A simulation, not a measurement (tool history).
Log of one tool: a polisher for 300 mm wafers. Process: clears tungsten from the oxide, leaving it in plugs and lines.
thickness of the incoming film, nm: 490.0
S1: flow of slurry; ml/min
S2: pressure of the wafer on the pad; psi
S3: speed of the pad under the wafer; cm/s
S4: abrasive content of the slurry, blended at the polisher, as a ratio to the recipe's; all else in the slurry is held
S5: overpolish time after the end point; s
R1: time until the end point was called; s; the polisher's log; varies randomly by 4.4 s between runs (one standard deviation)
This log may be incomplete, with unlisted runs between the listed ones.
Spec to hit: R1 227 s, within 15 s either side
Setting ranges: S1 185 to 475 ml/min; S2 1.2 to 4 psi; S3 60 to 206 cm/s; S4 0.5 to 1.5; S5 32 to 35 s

run,day,S1,S2,S3,S4,S5,R1
1,0,305,2.6,132,1,32,107.07
2,0.062,305,2.4,128,1,32,115.97
3,0.417,305,2.1,128,1,32,134.14
4,0.554,305,2,126,1,32,139.04
5,0.608,305,1.9,122,1,32,152.87
6,0.667,305,1.9,108,1,32,170
7,0.875,305,1.8,108,1,32,175.48
8,1.225,305,1.7,108,1,32,186.1
9,1.379,305,1.2,104,1,32,252.63
10,1.458,305,1.2,104,1,32,252.95
11,1.679,305,1.2,104,1,32,253.64
12,1.733,305,1.5,106,1,32,204.92

Pick the move, out of 5, that brings all results within their allowed miss; only one does.
A,1.788,320,1.6,108,1,32,?
B,1.788,325,1.7,112,1,35,?
C,1.788,280,1.9,76,1.15,32,?
D,1.788,325,2,102,0.7,35,?
E,1.788,395,2,88,1.05,35,?

move,R1
A,194.29
B,178.59
C,224.69
D,182.36
E,187.6
A: lands further from the targets than the last run did
B: lands further from the targets than the last run did
C: all results in spec
D: lands further from the targets than the last run did
E: lands further from the targets than the last run did
C meets every target.

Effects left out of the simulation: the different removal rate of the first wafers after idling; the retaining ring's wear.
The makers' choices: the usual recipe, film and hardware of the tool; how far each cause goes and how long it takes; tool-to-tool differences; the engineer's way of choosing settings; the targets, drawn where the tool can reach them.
